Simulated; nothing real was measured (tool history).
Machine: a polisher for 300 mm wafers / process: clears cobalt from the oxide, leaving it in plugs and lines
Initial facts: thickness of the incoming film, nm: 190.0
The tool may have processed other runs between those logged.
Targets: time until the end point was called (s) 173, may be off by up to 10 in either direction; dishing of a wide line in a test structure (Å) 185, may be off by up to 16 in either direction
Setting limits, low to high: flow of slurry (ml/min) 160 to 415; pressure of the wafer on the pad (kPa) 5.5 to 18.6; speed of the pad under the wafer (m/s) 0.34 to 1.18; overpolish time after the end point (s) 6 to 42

run  hour  flow of slurry (ml/min)  pressure of the wafer on the pad (kPa)  speed of the pad under the wafer (m/s)  overpolish time after the end point (s)  time until the end point was called (s)  dishing of a wide line in a test structure (Å)
  1     0                      265                                    11.7                                    0.76                                       21                                   71.675                                          412.28
  2     7                      265                                      11                                    0.72                                       20                                   79.696                                           360.2
  3  12.5                      265                                    12.4                                    0.72                                       20                                   72.034                                          390.52
  4  18.6                      265                                     9.7                                    0.72                                       20                                   89.543                                          331.13
  5  23.7                      230                                     9.7                                    0.72                                       20                                   92.028                                          327.93
  6  32.5                      230                                     7.6                                    0.72                                       20                                   113.94                                          273.34
  7  34.9                      230                                     7.6                                     0.7                                       20                                    116.7                                          278.39
  8  38.4                      230                                     7.6                                    0.68                                       19                                   119.95                                          250.05
  9  46.7                      230                                     7.6                                    0.66                                       19                                   124.24                                          249.87
 10  50.9                      230                                     7.6                                    0.64                                       19                                   126.06                                          237.84
 11  55.6                      230                                     7.6                                    0.62                                       19                                   131.12                                          238.74

Exercise: of the 4 proposed moves below, exactly one satisfies all targets within the stated allowed misses. Which move is it?
  A  60.3                      235                                     7.6                                    0.52                                       21                                        ?                                               ?
  B  60.3                      230                                     8.3                                    0.66                                       23                                        ?                                               ?
  C  60.3                      220                                     5.5                                     0.6                                       19                                        ?                                               ?
  D  60.3                      230                                     6.9                                    0.58                                       21                                        ?                                               ?

move  time until the end point was called (s)  dishing of a wide line in a test structure (Å)
   A                                   153.79                                          220.31
   B                                   113.58                                          304.39
   C                                    176.3                                          179.36
   D                                   150.57                                          224.31
A: closer than the last run, but not yet in spec
B: misses by more than the last run did
C: each result inside its tolerance
D: closer than the last run, but not yet in spec
Answer: C

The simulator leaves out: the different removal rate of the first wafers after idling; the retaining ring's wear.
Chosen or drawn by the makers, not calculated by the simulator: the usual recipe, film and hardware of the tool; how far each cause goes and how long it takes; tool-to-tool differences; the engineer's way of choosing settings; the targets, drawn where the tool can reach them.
